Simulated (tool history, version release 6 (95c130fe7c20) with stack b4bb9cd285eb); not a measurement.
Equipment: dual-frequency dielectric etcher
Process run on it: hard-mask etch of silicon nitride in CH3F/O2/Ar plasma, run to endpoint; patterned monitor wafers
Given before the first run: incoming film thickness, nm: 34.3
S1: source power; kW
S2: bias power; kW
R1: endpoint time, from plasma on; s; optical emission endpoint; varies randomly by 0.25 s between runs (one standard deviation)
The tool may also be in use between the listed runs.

{"run": 1, "hour": 0.0, "S1": 0.32, "S2": 0.081, "R1": 50.574}
{"run": 2, "hour": 2.4, "S1": 0.29, "S2": 0.081, "R1": 53.841}
{"run": 3, "hour": 7.6, "S1": 0.29, "S2": 0.073, "R1": 56.724}
{"run": 4, "hour": 8.8, "S1": 0.26, "S2": 0.073, "R1": 61.218}
{"run": 5, "hour": 15.6, "S1": 0.29, "S2": 0.073, "R1": 57.028}
{"run": 6, "hour": 17.8, "S1": 0.32, "S2": 0.073, "R1": 53.317}
{"run": 7, "hour": 25.0, "S1": 0.31, "S2": 0.071, "R1": 55.661}
{"run": 8, "hour": 29.0, "S1": 0.3, "S2": 0.069, "R1": 57.289}
{"run": 9, "hour": 32.1, "S1": 0.29, "S2": 0.068, "R1": 59.293}
{"run": 10, "hour": 38.1, "S1": 0.28, "S2": 0.067, "R1": 61.068}
{"run": 11, "hour": 44.0, "S1": 0.28, "S2": 0.067, "R1": 61.28}

What does the tool deliver on the next run?
{"run": 12, "hour": 47.6, "S1": 0.27, "S2": 0.066, "R1": "?"}

Run 12 gave R1 63.151 s.
